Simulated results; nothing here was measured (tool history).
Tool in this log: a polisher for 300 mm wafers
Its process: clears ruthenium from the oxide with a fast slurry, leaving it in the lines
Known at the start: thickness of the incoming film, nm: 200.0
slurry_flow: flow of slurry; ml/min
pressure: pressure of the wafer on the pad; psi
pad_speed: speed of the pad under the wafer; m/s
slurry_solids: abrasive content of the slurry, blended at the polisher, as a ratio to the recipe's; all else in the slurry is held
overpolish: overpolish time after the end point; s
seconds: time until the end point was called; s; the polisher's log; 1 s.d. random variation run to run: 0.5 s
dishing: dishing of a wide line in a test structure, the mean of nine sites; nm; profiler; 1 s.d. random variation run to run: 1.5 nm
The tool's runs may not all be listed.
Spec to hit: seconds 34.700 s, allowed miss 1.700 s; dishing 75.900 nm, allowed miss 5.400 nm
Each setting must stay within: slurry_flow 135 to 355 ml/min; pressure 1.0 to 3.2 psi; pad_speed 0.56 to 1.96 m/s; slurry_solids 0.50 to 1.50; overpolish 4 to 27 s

| run | hour | slurry_flow | pressure | pad_speed | slurry_solids | overpolish | seconds | dishing |
|---|---|---|---|---|---|---|---|---|
| 1 | 0.0 | 225 | 2.1 | 1.26 | 1.00 | 14 | 44.223 | 48.804 |
| 2 | 7.7 | 225 | 2.1 | 1.26 | 1.00 | 18 | 44.276 | 57.642 |
| 3 | 15.3 | 225 | 2.2 | 1.26 | 1.00 | 18 | 41.595 | 61.137 |
| 4 | 23.1 | 225 | 2.2 | 1.08 | 1.00 | 18 | 46.675 | 56.079 |
| 5 | 25.9 | 225 | 2.3 | 1.08 | 1.00 | 18 | 44.525 | 58.901 |
| 6 | 28.5 | 225 | 1.9 | 1.08 | 1.00 | 18 | 54.453 | 50.407 |
| 7 | 37.1 | 225 | 2.1 | 1.08 | 1.00 | 18 | 49.992 | 53.503 |
| 8 | 42.8 | 225 | 2.2 | 1.08 | 1.00 | 18 | 47.387 | 54.826 |
| 9 | 51.7 | 225 | 2.3 | 1.08 | 1.00 | 18 | 45.151 | 58.928 |
| 10 | 54.1 | 225 | 2.4 | 1.08 | 1.00 | 18 | 43.037 | 59.348 |
| 11 | 62.3 | 225 | 2.4 | 1.08 | 1.00 | 18 | 43.700 | 56.721 |
| 12 | 68.0 | 225 | 2.5 | 1.10 | 1.00 | 19 | 40.902 | 65.677 |
| 13 | 76.8 | 225 | 2.6 | 1.10 | 1.00 | 19 | 40.732 | 64.512 |

Which of these 4 next moves meets every target?
| A | 85.6 | 210 | 2.5 | 0.92 | 0.85 | 24 | ? | ? |
| B | 85.6 | 220 | 3.0 | 1.12 | 1.00 | 21 | ? | ? |
| C | 85.6 | 305 | 2.4 | 0.64 | 1.15 | 27 | ? | ? |
| D | 85.6 | 165 | 3.0 | 0.84 | 1.15 | 16 | ? | ? |

| move | seconds | dishing |
|---|---|---|
| A | 52.498 | 63.976 |
| B | 34.663 | 76.494 |
| C | 53.358 | 68.424 |
| D | 39.569 | 58.758 |
A: misses by more than the last run did
B: meets every target
C: misses by more than the last run did
D: an improvement on the last run, though not all results are within tolerance
Go with B: it meets all targets.
